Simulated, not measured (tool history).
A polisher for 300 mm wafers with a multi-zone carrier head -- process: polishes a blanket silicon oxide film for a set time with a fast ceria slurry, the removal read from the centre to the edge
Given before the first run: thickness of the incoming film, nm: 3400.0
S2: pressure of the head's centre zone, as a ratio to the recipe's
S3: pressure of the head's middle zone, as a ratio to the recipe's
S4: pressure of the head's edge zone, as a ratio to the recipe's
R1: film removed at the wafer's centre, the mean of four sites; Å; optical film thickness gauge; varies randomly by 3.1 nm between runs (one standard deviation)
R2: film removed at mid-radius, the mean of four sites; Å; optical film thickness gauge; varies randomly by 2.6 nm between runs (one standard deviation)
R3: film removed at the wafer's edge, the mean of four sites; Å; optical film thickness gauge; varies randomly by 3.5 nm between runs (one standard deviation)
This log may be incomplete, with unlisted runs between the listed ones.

{"run": 1, "hour": 0.0, "flow of slurry (ml/min)": 185, "S2": 1, "S3": 1, "S4": 1, "polishing time (s)": 31, "R1": 3524.6, "R2": 3362.3, "R3": 3522}
{"run": 2, "hour": 4.0, "flow of slurry (ml/min)": 185, "S2": 1, "S3": 1, "S4": 0.93, "polishing time (s)": 31, "R1": 3556.2, "R2": 3372.5, "R3": 3329.6}
{"run": 3, "hour": 10.9, "flow of slurry (ml/min)": 175, "S2": 1.01, "S3": 0.96, "S4": 0.93, "polishing time (s)": 30, "R1": 3424.1, "R2": 3147.1, "R3": 3262.8}
{"run": 4, "hour": 11.6, "flow of slurry (ml/min)": 170, "S2": 1.03, "S3": 0.93, "S4": 0.93, "polishing time (s)": 29, "R1": 3339.7, "R2": 2930.5, "R3": 3071}
{"run": 5, "hour": 16.3, "flow of slurry (ml/min)": 165, "S2": 1.04, "S3": 0.91, "S4": 0.94, "polishing time (s)": 29, "R1": 3296, "R2": 2824, "R3": 3110.8}
{"run": 6, "hour": 23.4, "flow of slurry (ml/min)": 165, "S2": 1.08, "S3": 0.91, "S4": 0.94, "polishing time (s)": 29, "R1": 3476, "R2": 2865, "R3": 3122.5}
{"run": 7, "hour": 24.7, "flow of slurry (ml/min)": 160, "S2": 1.08, "S3": 0.89, "S4": 0.94, "polishing time (s)": 29, "R1": 3443.8, "R2": 2810.1, "R3": 3064.7}
{"run": 8, "hour": 31.6, "flow of slurry (ml/min)": 155, "S2": 1.08, "S3": 0.87, "S4": 0.95, "polishing time (s)": 29, "R1": 3391.8, "R2": 2707.5, "R3": 3112.2}
{"run": 9, "hour": 34.6, "flow of slurry (ml/min)": 150, "S2": 1.08, "S3": 0.86, "S4": 0.95, "polishing time (s)": 29, "R1": 3353.5, "R2": 2689.4, "R3": 3067.3}
{"run": 10, "hour": 39.2, "flow of slurry (ml/min)": 145, "S2": 1.08, "S3": 0.85, "S4": 0.96, "polishing time (s)": 29, "R1": 3356.5, "R2": 2620.4, "R3": 3081.6}
{"run": 11, "hour": 47.4, "flow of slurry (ml/min)": 145, "S2": 1.08, "S3": 0.85, "S4": 0.96, "polishing time (s)": 29, "R1": 3387.6, "R2": 2645.8, "R3": 3118.6}
{"run": 12, "hour": 51.2, "flow of slurry (ml/min)": 140, "S2": 1.08, "S3": 0.84, "S4": 0.96, "polishing time (s)": 29, "R1": 3238.9, "R2": 2583.8, "R3": 3080.6}
{"run": 13, "hour": 53.0, "flow of slurry (ml/min)": 135, "S2": 1.09, "S3": 0.83, "S4": 0.96, "polishing time (s)": 29, "R1": 3309.1, "R2": 2576.9, "R3": 3014.5}
{"run": 14, "hour": 57.4, "flow of slurry (ml/min)": 135, "S2": 1.09, "S3": 0.83, "S4": 0.97, "polishing time (s)": 29, "R1": 3319.7, "R2": 2561.2, "R3": 3004.4}
{"run": 15, "hour": 59.6, "flow of slurry (ml/min)": 135, "S2": 1.09, "S3": 0.83, "S4": 0.98, "polishing time (s)": 29, "R1": 3330.4, "R2": 2521.3, "R3": 3109}

Run 16 comes next. What will it give?
{"run": 16, "hour": 61.4, "flow of slurry (ml/min)": 130, "S2": 1.09, "S3": 0.83, "S4": 0.98, "polishing time (s)": 29, "R1": "?", "R2": "?", "R3": "?"}

Run 16 gave R1 3230 Å, R2 2454.4 Å, R3 3052.6 Å.
